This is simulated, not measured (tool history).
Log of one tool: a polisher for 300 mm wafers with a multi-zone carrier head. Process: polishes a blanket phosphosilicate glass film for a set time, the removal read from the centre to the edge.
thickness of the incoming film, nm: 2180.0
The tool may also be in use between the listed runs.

run	hour	flow of slurry (ml/min)	pressure of the head's centre zone	pressure of the head's middle zone	pressure of the head's edge zone	abrasive content of the slurry	polishing time (s)	film removed at the wafer's centre (angstrom)	film removed at mid-radius (angstrom)	film removed at the wafer's edge (angstrom)
1	0.0	195	1.00	1.00	1.00	1.0	72	4804.6	4594.3	4797.2
2	3.4	195	1.00	0.95	1.00	1.0	72	4549.1	4546.5	4809.4
3	4.8	190	1.02	0.95	0.99	1.0	72	4730.3	4528.3	4755.9
4	12.1	185	1.03	0.94	0.98	1.0	72	4772.8	4468.5	4703.7
5	17.5	180	1.04	0.94	0.97	1.0	72	4806.5	4371.1	4640.4
6	21.1	180	1.04	0.86	0.97	1.0	72	4734.1	4116.5	4702.7
7	28.1	175	1.04	0.87	0.96	1.0	72	4696.2	4072.8	4628.9
8	31.7	170	1.04	0.88	0.95	1.0	72	4560.5	4112.8	4573.7
9	32.7	170	1.05	0.89	0.94	1.0	72	4646.4	4110.3	4559.0

Run 10 comes next. What will it give?
# hour 34.9: slurry nozzle cleaned
10	34.9	170	1.06	0.90	0.93	1.0	72	?	?	?

film removed at the wafer's centre (angstrom): 4809.1
film removed at mid-radius (angstrom): 4386.4
film removed at the wafer's edge (angstrom): 4610.0

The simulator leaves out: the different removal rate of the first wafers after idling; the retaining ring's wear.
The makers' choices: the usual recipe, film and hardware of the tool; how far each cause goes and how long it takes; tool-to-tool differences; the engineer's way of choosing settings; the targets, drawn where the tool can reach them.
